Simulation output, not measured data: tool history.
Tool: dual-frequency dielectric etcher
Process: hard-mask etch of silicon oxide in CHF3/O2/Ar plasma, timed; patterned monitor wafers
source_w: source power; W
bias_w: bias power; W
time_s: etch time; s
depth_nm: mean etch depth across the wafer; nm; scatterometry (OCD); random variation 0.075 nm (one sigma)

Run 1, hour 0: source_w 700 W, bias_w 138 W, time_s 16.5 s. Result: depth_nm 33.762 nm.
Run 2, hour 6.3: source_w 780 W, bias_w 138 W, time_s 16.5 s. Result: depth_nm 35.854 nm.
Run 3, hour 10: source_w 840 W, bias_w 138 W, time_s 16.5 s. Result: depth_nm 37.311 nm.
Run 4, hour 11.1: source_w 840 W, bias_w 138 W, time_s 15 s. Result: depth_nm 34.036 nm.
Run 5, hour 13.9: source_w 800 W, bias_w 137 W, time_s 15 s. Result: depth_nm 32.947 nm.
Run 6, hour 21.9: source_w 800 W, bias_w 137 W, time_s 16.5 s. Result: depth_nm 35.966 nm.
Run 7, hour 25.9: source_w 750 W, bias_w 136 W, time_s 16.5 s. Result: depth_nm 34.935 nm.

The next listed run, before its measurement:
Run 8, hour 28.4: source_w 610 W, bias_w 128 W, time_s 16.5 s. Result: depth_nm ?.

Run 8 gave depth_nm 30.116 nm.

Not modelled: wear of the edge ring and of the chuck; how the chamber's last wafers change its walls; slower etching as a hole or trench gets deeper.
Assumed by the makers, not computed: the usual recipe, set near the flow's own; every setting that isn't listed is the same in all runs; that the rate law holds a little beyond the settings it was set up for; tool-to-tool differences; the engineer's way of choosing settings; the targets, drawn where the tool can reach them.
